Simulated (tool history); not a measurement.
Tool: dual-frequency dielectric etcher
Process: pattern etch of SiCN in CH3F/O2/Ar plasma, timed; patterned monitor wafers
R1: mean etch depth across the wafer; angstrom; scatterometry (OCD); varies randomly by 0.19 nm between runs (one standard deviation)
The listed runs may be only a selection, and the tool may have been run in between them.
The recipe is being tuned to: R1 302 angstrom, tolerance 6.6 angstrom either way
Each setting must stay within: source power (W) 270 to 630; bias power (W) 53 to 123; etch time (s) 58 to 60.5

run 1 day=0 | source_power_(W)=450 bias_power_(W)=88 etch_time_(s)=58 | R1=251.95
run 2 day=0.054 | source_power_(W)=480 bias_power_(W)=88 etch_time_(s)=58 | R1=260.95
run 3 day=0.271 | source_power_(W)=480 bias_power_(W)=102 etch_time_(s)=58 | R1=271.5
run 4 day=0.412 | source_power_(W)=480 bias_power_(W)=88 etch_time_(s)=58 | R1=257.19
run 5 day=0.679 | source_power_(W)=480 bias_power_(W)=88 etch_time_(s)=58 | R1=255.6
run 6 day=1.012 | source_power_(W)=480 bias_power_(W)=88 etch_time_(s)=60.5 | R1=267.74
run 7 day=1.308 | source_power_(W)=500 bias_power_(W)=90 etch_time_(s)=60.5 | R1=274.25
run 8 day=1.575 | source_power_(W)=510 bias_power_(W)=92 etch_time_(s)=60.5 | R1=280.62
run 9 day=1.717 | source_power_(W)=520 bias_power_(W)=93 etch_time_(s)=60.5 | R1=280.45
run 10 day=1.762 | source_power_(W)=530 bias_power_(W)=94 etch_time_(s)=60.5 | R1=286.3
run 11 day=1.846 | source_power_(W)=530 bias_power_(W)=94 etch_time_(s)=60.5 | R1=290.62
run 12 day=2.179 | source_power_(W)=550 bias_power_(W)=95 etch_time_(s)=60.5 | R1=291.82
run 13 day=2.438 | source_power_(W)=560 bias_power_(W)=95 etch_time_(s)=60.5 | R1=294.99

5 next moves are on the table. One of them brings every result within its allowed miss. Which?
run A day=2.696 | source_power_(W)=540 bias_power_(W)=95 etch_time_(s)=59.5 | R1=?
run B day=2.696 | source_power_(W)=550 bias_power_(W)=100 etch_time_(s)=58 | R1=?
run C day=2.696 | source_power_(W)=590 bias_power_(W)=91 etch_time_(s)=58.5 | R1=?
run D day=2.696 | source_power_(W)=570 bias_power_(W)=83 etch_time_(s)=60.5 | R1=?
run E day=2.696 | source_power_(W)=610 bias_power_(W)=104 etch_time_(s)=58 | R1=?

move=A R1=282.23
move=B R1=282.72
move=C R1=283.34
move=D R1=279.07
move=E R1=299.62
A: moves away from the targets compared with the last run
B: moves away from the targets compared with the last run
C: moves away from the targets compared with the last run
D: moves away from the targets compared with the last run
E: each result inside its tolerance
Answer: E
